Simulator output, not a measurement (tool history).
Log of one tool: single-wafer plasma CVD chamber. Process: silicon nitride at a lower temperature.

run    day  heater temperature setpoint (K)  chamber pressure (Torr)  RF power (W)  deposition time (s)  mean film thickness on the monitor wafer (Å)
  1      0                           613.15                     1.69           230                 22.2                                        218.15
  2  0.121                           613.15                     1.69           230                 22.2                                        219.33
  3  0.475                           613.15                     1.69           230                 21.2                                        209.05
  4  0.629                           613.15                      1.6           230                 21.2                                        206.72
  5  0.975                           613.15                      1.6           230                 22.2                                        216.52
  6  1.117                           613.15                     1.51           225                 22.2                                        209.24

The next listed run, before its measurement:
  7  1.446                           613.15                     1.42           220                 22.2                                             ?

mean film thickness on the monitor wafer (Å): 202.55
